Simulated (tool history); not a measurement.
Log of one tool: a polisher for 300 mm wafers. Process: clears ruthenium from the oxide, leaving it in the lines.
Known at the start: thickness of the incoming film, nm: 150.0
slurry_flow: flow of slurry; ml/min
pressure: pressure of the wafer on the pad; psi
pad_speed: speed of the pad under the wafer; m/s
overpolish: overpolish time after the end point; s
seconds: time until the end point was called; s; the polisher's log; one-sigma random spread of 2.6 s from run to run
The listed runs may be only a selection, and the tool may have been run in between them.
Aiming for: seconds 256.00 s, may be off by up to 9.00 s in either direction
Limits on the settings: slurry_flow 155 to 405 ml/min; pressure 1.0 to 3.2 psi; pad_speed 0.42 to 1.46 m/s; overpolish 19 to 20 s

run,hour,slurry_flow,pressure,pad_speed,overpolish,seconds
1,0.0,260,2.1,0.94,19,138.71
2,2.5,260,2.1,0.94,20,140.49
3,7.0,290,2.1,0.94,20,137.35
4,9.5,235,2.1,0.94,20,141.16
5,11.4,235,2.1,0.94,20,140.22
6,15.1,235,2.0,0.92,20,148.03
7,16.6,235,1.9,0.90,20,156.37
8,24.6,235,1.8,0.88,20,166.57
9,25.2,235,1.7,0.86,20,179.53
10,27.1,235,1.6,0.86,20,187.03
11,34.1,235,1.5,0.86,20,194.89

4 candidate next runs follow, results not yet known. Just one meets every target within its allowed miss. Identify it.
A,41.1,235,1.5,0.80,19,?
B,41.1,235,1.2,0.70,20,?
C,41.1,235,1.2,0.64,20,?
D,41.1,225,1.5,0.64,20,?

move,seconds
A,207.29
B,272.73
C,296.27
D,255.78
A: better than the last run, though not everything is in spec
B: carries the result that was furthest off beyond its target, to the other side
C: carries the result that was furthest off beyond its target, to the other side
D: each result inside its tolerance
Go with D: it meets all targets.

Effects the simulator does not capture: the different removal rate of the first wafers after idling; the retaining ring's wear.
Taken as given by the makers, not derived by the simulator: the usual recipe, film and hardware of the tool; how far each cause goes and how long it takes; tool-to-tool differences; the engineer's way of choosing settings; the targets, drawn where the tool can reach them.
